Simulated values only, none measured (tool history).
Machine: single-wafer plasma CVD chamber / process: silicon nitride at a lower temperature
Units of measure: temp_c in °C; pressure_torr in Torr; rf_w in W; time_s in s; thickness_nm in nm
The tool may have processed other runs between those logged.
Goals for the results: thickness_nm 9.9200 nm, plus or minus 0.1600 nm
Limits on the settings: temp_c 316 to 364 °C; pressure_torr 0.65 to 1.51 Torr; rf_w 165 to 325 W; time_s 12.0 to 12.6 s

run  hour  temp_c  pressure_torr  rf_w  time_s  thickness_nm
  1   0.0     340           1.08   245    12.6       11.1540
  2   1.5     340           1.00   245    12.6       10.9900
  3   4.0     340           0.93   245    12.6       10.8000
  4  10.9     340           0.88   240    12.6       10.5590
  5  12.1     340           0.84   240    12.6       10.4830
  6  17.0     340           0.81   240    12.6       10.4000
  7  25.3     340           0.78   240    12.6       10.2970
  8  27.8     340           0.75   240    12.6       10.2070
  9  34.9     340           0.73   240    12.6       10.2430

Of the 5 settings listed for the next run, only one would bring every result within its allowed miss of target. Which one?
  A  42.0     340           0.78   245    12.3             ?
  B  42.0     342           0.80   225    12.6             ?
  C  42.0     337           0.73   245    12.4             ?
  D  42.0     338           0.71   255    12.2             ?
  E  42.0     336           0.85   250    12.1             ?

move  thickness_nm
   A       10.2020
   B        9.8967
   C       10.1760
   D       10.2340
   E       10.3470
A: gains on the last run, yet a result remains outside its allowed miss
B: all results land within tolerance of their targets
C: gains on the last run, yet a result remains outside its allowed miss
D: no nearer and no further than the last run
E: misses by more than the last run did
Go with B: it meets all targets.
